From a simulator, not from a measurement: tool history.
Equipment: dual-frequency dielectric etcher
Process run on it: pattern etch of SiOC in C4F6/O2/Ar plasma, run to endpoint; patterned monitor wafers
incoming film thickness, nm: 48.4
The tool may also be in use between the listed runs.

{"run": 1, "hour": 0.0, "bias power (W)": 352, "source power (W)": 400, "endpoint time (s)": 18.359}
{"run": 2, "hour": 1.4, "bias power (W)": 385, "source power (W)": 430, "endpoint time (s)": 16.931}
{"run": 3, "hour": 6.8, "bias power (W)": 407, "source power (W)": 440, "endpoint time (s)": 16.544}
{"run": 4, "hour": 15.7, "bias power (W)": 407, "source power (W)": 490, "endpoint time (s)": 15.645}
{"run": 5, "hour": 21.4, "bias power (W)": 370, "source power (W)": 490, "endpoint time (s)": 16.339}
{"run": 6, "hour": 22.8, "bias power (W)": 387, "source power (W)": 500, "endpoint time (s)": 16.095}
{"run": 7, "hour": 31.1, "bias power (W)": 401, "source power (W)": 510, "endpoint time (s)": 15.451}

What will run 8 give?
{"run": 8, "hour": 37.3, "bias power (W)": 401, "source power (W)": 510, "endpoint time (s)": "?"}

endpoint time (s): 15.604

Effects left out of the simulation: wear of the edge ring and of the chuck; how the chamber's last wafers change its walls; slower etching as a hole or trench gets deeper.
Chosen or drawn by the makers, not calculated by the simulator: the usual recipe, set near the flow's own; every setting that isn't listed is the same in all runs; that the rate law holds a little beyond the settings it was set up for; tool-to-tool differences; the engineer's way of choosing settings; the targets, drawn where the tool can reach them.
